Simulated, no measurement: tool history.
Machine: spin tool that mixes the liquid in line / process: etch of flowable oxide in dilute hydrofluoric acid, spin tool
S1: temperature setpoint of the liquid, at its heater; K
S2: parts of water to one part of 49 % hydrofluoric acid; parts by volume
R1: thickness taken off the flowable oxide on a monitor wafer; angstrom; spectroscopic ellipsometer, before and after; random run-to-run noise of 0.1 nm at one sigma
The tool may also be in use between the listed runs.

run 1 hour=0 | S1=294.15 S2=250 time_under_the_liquid_(s)=290 | R1=232.81
run 2 hour=8.7 | S1=290.65 S2=250 time_under_the_liquid_(s)=290 | R1=202.94
run 3 hour=10.4 | S1=290.65 S2=165 time_under_the_liquid_(s)=290 | R1=336
run 4 hour=15.6 | S1=290.65 S2=195 time_under_the_liquid_(s)=290 | R1=277.8
run 5 hour=16.9 | S1=290.65 S2=195 time_under_the_liquid_(s)=315 | R1=300.8
run 6 hour=19.3 | S1=292.15 S2=195 time_under_the_liquid_(s)=315 | R1=318.69

Forecast run 7:
run 7 hour=22.1 | S1=291.65 S2=225 time_under_the_liquid_(s)=315 | R1=?

R1: 263.55 angstrom

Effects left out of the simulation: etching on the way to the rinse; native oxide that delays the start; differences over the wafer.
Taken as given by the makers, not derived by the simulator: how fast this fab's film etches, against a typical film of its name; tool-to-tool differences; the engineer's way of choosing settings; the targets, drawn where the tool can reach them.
